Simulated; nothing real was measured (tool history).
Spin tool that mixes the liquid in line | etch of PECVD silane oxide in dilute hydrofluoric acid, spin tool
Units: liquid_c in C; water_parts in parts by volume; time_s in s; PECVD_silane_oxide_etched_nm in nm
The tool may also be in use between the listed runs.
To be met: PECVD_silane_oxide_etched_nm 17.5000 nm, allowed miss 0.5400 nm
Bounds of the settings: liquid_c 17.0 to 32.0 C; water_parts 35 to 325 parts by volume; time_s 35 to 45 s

{"run": 1, "hour": 0.0, "liquid_c": 24.0, "water_parts": 180, "time_s": 45, "PECVD_silane_oxide_etched_nm": 5.9692}
{"run": 2, "hour": 5.0, "liquid_c": 26.0, "water_parts": 150, "time_s": 45, "PECVD_silane_oxide_etched_nm": 7.959}
{"run": 3, "hour": 13.4, "liquid_c": 24.0, "water_parts": 150, "time_s": 45, "PECVD_silane_oxide_etched_nm": 7.3521}
{"run": 4, "hour": 19.8, "liquid_c": 26.0, "water_parts": 130, "time_s": 45, "PECVD_silane_oxide_etched_nm": 9.4674}
{"run": 5, "hour": 28.7, "liquid_c": 27.5, "water_parts": 120, "time_s": 45, "PECVD_silane_oxide_etched_nm": 10.975}
{"run": 6, "hour": 34.5, "liquid_c": 27.5, "water_parts": 120, "time_s": 35, "PECVD_silane_oxide_etched_nm": 8.293}
{"run": 7, "hour": 42.6, "liquid_c": 28.5, "water_parts": 100, "time_s": 35, "PECVD_silane_oxide_etched_nm": 10.843}
{"run": 8, "hour": 51.2, "liquid_c": 32.0, "water_parts": 65, "time_s": 35, "PECVD_silane_oxide_etched_nm": 20.348}
{"run": 9, "hour": 52.7, "liquid_c": 31.5, "water_parts": 65, "time_s": 35, "PECVD_silane_oxide_etched_nm": 19.435}
{"run": 10, "hour": 60.1, "liquid_c": 31.0, "water_parts": 65, "time_s": 35, "PECVD_silane_oxide_etched_nm": 19.001}

Which of these 5 next moves meets every target?
{"run": "A", "hour": 67.5, "liquid_c": 31.5, "water_parts": 95, "time_s": 45, "PECVD_silane_oxide_etched_nm": "?"}
{"run": "B", "hour": 67.5, "liquid_c": 29.0, "water_parts": 70, "time_s": 35, "PECVD_silane_oxide_etched_nm": "?"}
{"run": "C", "hour": 67.5, "liquid_c": 31.0, "water_parts": 80, "time_s": 40, "PECVD_silane_oxide_etched_nm": "?"}
{"run": "D", "hour": 67.5, "liquid_c": 29.5, "water_parts": 90, "time_s": 45, "PECVD_silane_oxide_etched_nm": "?"}
{"run": "E", "hour": 67.5, "liquid_c": 32.0, "water_parts": 90, "time_s": 40, "PECVD_silane_oxide_etched_nm": "?"}

move=A PECVD_silane_oxide_etched_nm=16.3590
move=B PECVD_silane_oxide_etched_nm=16.2340
move=C PECVD_silane_oxide_etched_nm=17.3060
move=D PECVD_silane_oxide_etched_nm=16.1070
move=E PECVD_silane_oxide_etched_nm=15.7540
A: takes the result that was furthest off past its target
B: takes the result that was furthest off past its target
C: meets every target
D: takes the result that was furthest off past its target
E: takes the result that was furthest off past its target
The right move is C.
